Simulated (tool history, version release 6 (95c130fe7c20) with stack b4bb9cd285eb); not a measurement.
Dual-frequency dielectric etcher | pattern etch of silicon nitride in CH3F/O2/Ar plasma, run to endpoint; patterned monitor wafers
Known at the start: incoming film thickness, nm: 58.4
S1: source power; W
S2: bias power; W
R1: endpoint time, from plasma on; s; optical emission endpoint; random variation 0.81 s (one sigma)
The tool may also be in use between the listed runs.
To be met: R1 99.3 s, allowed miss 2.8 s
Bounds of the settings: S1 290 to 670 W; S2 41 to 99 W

| run | hour | S1 | S2 | R1 |
|---|---|---|---|---|
| 1 | 0 | 480 | 70 | 81.126 |
| 2 | 8.2 | 460 | 68 | 85.506 |
| 3 | 12.1 | 510 | 68 | 82.001 |
| 4 | 16.5 | 490 | 66 | 83.121 |
| 5 | 21.1 | 470 | 65 | 84.367 |
| 6 | 27.5 | 450 | 63 | 87.693 |
| 7 | 36.4 | 440 | 62 | 87.544 |
| 8 | 37.5 | 340 | 48 | 106.2 |
| 9 | 45.7 | 350 | 48 | 104.51 |

5 next moves are on the table. One of them brings every result within its allowed miss. Which?
| A | 53.9 | 410 | 44 | ? |
| B | 53.9 | 400 | 62 | ? |
| C | 53.9 | 440 | 52 | ? |
| D | 53.9 | 430 | 56 | ? |
| E | 53.9 | 470 | 48 | ? |

| move | R1 |
|---|---|
| A | 99.23 |
| B | 92.148 |
| C | 92.359 |
| D | 91.602 |
| E | 91.415 |
A: meets every target
B: takes the result that was furthest off past its target
C: takes the result that was furthest off past its target
D: takes the result that was furthest off past its target
E: takes the result that was furthest off past its target
The right move is A.
